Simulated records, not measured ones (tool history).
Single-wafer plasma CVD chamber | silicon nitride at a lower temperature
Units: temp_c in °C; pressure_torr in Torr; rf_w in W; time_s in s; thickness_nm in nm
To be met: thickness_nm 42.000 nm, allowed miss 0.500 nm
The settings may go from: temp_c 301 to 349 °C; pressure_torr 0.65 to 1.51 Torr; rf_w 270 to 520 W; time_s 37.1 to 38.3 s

run	day	temp_c	pressure_torr	rf_w	time_s	thickness_nm
1	0.000	325	1.08	395	37.1	46.167
2	0.325	325	1.02	395	37.1	45.236
3	0.692	325	0.98	395	37.1	44.140
4	1.046	325	0.96	395	37.1	43.411
5	1.104	325	0.96	445	37.1	46.786
6	1.242	325	1.04	445	37.1	48.752
7	1.354	325	0.98	445	37.1	47.239
8	1.583	325	0.76	440	37.1	39.912
9	1.667	325	0.85	440	37.1	43.494
10	1.854	325	0.84	440	37.1	43.034
11	1.971	325	0.83	440	37.1	42.740

5 next moves are on the table. One of them brings every result within its allowed miss. Which?
A	2.088	332	0.85	415	37.5	?
B	2.088	321	0.77	450	37.1	?
C	2.088	330	0.76	440	38.1	?
D	2.088	322	0.77	425	38.3	?
E	2.088	322	0.77	465	38.1	?

move	thickness_nm
A	42.266
B	41.050
C	41.049
D	40.942
E	42.969
A: meets every target
B: takes the result that was furthest off past its target
C: takes the result that was furthest off past its target
D: takes the result that was furthest off past its target
E: further off than the last run
Answer: A
